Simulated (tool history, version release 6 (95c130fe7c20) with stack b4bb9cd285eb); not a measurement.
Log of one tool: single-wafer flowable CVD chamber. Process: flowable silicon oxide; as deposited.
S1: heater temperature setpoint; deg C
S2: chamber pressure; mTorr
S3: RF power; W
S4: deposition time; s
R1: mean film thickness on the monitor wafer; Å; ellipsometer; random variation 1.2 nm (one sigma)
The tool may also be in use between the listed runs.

run 1 day=0.000 | S1=95 S2=1050 S3=2260 S4=917 | R1=9558.2
run 2 day=0.133 | S1=95 S2=1200 S3=2260 S4=917 | R1=10806.0
run 3 day=0.279 | S1=95 S2=1110 S3=2260 S4=917 | R1=10081.0
run 4 day=0.608 | S1=98 S2=1090 S3=2260 S4=917 | R1=8906.1
run 5 day=0.904 | S1=98 S2=1090 S3=2260 S4=917 | R1=8917.1
run 6 day=1.021 | S1=93 S2=1090 S3=2260 S4=917 | R1=10643.0
run 7 day=1.154 | S1=96 S2=1080 S3=2260 S4=917 | R1=9421.9
run 8 day=1.204 | S1=99 S2=1070 S3=2260 S4=917 | R1=8499.9
run 9 day=1.429 | S1=101 S2=1050 S3=2260 S4=917 | R1=7801.8
run 10 day=1.500 | S1=103 S2=1040 S3=2260 S4=917 | R1=7136.9
run 11 day=1.700 | S1=105 S2=1030 S3=2260 S4=917 | R1=6628.3
run 12 day=1.833 | S1=107 S2=1020 S3=2260 S4=917 | R1=6118.3

Forecast run 13:
run 13 day=1.929 | S1=108 S2=1010 S3=2260 S4=917 | R1=?

R1: 5895.8 Å
